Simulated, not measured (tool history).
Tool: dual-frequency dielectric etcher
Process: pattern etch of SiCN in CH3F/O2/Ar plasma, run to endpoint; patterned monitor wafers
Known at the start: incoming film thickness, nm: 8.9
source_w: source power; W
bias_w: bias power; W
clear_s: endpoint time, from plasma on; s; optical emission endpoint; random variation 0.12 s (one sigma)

run 1 hour=0.0 | source_w=490 bias_w=97 | clear_s=21.278
run 2 hour=8.9 | source_w=460 bias_w=97 | clear_s=21.421
run 3 hour=16.8 | source_w=460 bias_w=111 | clear_s=20.280
run 4 hour=25.0 | source_w=460 bias_w=128 | clear_s=19.378
run 5 hour=26.5 | source_w=460 bias_w=120 | clear_s=19.724
run 6 hour=33.1 | source_w=460 bias_w=127 | clear_s=19.326
run 7 hour=38.5 | source_w=460 bias_w=127 | clear_s=19.344
run 8 hour=39.8 | source_w=430 bias_w=120 | clear_s=20.139
run 9 hour=41.0 | source_w=400 bias_w=114 | clear_s=20.905

The next listed run, before its measurement:
run 10 hour=49.1 | source_w=380 bias_w=109 | clear_s=?

{"run 10": {"clear_s": 21.62}}

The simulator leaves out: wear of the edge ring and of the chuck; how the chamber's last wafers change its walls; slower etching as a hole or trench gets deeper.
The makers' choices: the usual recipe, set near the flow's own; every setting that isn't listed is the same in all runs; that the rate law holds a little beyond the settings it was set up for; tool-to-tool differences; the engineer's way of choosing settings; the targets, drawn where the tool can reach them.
